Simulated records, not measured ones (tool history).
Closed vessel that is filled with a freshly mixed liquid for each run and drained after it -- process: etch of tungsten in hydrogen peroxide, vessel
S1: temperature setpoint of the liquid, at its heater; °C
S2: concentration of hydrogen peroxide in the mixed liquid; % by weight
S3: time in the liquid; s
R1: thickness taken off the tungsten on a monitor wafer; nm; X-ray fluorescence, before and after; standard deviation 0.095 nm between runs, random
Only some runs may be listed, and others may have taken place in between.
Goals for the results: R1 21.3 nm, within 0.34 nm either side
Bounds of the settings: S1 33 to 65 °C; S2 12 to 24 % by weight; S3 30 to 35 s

| run | hour | S1 | S2 | S3 | R1 |
|---|---|---|---|---|---|
| 1 | 0 | 49 | 16 | 35 | 24.072 |
| 2 | 6.5 | 45.5 | 16 | 35 | 19.532 |
| 3 | 11 | 46 | 16 | 35 | 20.131 |
| 4 | 14 | 46.5 | 16 | 35 | 20.846 |
| 5 | 17.4 | 52 | 16 | 35 | 28.945 |
| 6 | 25.6 | 52 | 14 | 35 | 27.043 |
| 7 | 27 | 51 | 14 | 35 | 25.562 |
| 8 | 29 | 50.5 | 14 | 35 | 24.698 |
| 9 | 32.4 | 50 | 14 | 35 | 24.133 |
| 10 | 35.6 | 50 | 14 | 35 | 24.346 |
| 11 | 38.7 | 47.5 | 14 | 35 | 20.532 |

Which of these 5 next moves meets every target?
| A | 41.8 | 48.5 | 13 | 35 | ? |
| B | 41.8 | 48.5 | 12 | 35 | ? |
| C | 41.8 | 48.5 | 14.5 | 30 | ? |
| D | 41.8 | 48 | 16 | 30 | ? |
| E | 41.8 | 47 | 13.5 | 35 | ? |

| move | R1 |
|---|---|
| A | 21.253 |
| B | 20.42 |
| C | 19.239 |
| D | 19.595 |
| E | 19.735 |
A: meets every target
B: moves away from the targets compared with the last run
C: moves away from the targets compared with the last run
D: moves away from the targets compared with the last run
E: moves away from the targets compared with the last run
So the answer is move A, the one that meets all the targets.
